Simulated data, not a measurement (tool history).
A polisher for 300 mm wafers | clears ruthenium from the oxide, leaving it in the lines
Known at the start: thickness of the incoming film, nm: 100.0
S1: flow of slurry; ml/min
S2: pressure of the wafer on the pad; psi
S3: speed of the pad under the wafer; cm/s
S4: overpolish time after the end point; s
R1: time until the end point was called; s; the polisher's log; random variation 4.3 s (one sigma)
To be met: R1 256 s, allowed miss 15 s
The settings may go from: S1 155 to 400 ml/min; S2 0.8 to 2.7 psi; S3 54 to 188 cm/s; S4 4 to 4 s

run	hour	S1	S2	S3	S4	R1
1	0	255	1.7	120	4	96.171
2	0.6	255	1.7	94	4	126.83
3	8.3	255	1.5	90	4	138.3
4	9.1	255	1.5	90	4	134.78
5	11.5	230	1.3	82	4	167.06
6	14.8	285	1.3	82	4	168.27
7	23.1	285	1.2	78	4	184.79
8	30.1	285	1.1	74	4	197.74
9	36.4	285	1	70	4	226.94

4 next moves are on the table. One of them brings every result within its allowed miss. Which?
A	42.7	280	1	70	4	?
B	42.7	305	1	54	4	?
C	42.7	265	0.9	74	4	?
D	42.7	270	0.8	72	4	?

move	R1
A	230.86
B	292.4
C	234.82
D	257.57
A: nearer than the last run, and not there yet
B: takes the result that was furthest off past its target
C: nearer than the last run, and not there yet
D: meets every target
Answer: D
